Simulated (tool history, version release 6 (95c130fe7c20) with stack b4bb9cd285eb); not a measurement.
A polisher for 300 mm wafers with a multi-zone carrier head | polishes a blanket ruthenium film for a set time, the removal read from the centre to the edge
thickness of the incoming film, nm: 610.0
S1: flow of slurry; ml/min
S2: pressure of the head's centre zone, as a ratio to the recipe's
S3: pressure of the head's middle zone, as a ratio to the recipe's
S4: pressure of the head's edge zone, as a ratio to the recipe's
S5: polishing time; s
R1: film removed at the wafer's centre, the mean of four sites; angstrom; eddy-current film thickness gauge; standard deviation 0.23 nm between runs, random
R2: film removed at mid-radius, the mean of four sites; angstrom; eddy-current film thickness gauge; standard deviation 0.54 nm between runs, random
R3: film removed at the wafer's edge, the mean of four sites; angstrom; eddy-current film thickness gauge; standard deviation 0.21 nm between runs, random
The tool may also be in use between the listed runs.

run  hour   S1    S2    S3    S4  S5      R1      R2      R3
  1   0.0  210  1.00  1.00  1.00  54  293.89  255.92  257.21
  2   8.1  210  1.00  1.00  1.00  47  257.56  218.16  227.02
  3  14.8  185  1.00  1.00  1.00  47  252.96  222.02  222.54
  4  19.1  185  1.01  1.04  1.03  51  278.19  243.30  245.91
  5  20.8  175  1.01  1.07  1.03  55  298.57  267.38  261.66
  6  26.8  175  1.01  1.07  1.03  47  254.26  237.31  222.47
  7  31.0  185  1.01  1.10  1.04  51  279.52  256.25  248.19
     37.3  -- centre zone pressure recalibrated
  8  37.3  170  1.01  1.12  1.04  55  267.04  275.37  263.94

What will run 9 give?
  9  41.9  190  1.04  1.14  1.02  58   ?   ?   ?

{"run 9": {"R1": 291.95, "R2": 296.39, "R3": 277.61}}

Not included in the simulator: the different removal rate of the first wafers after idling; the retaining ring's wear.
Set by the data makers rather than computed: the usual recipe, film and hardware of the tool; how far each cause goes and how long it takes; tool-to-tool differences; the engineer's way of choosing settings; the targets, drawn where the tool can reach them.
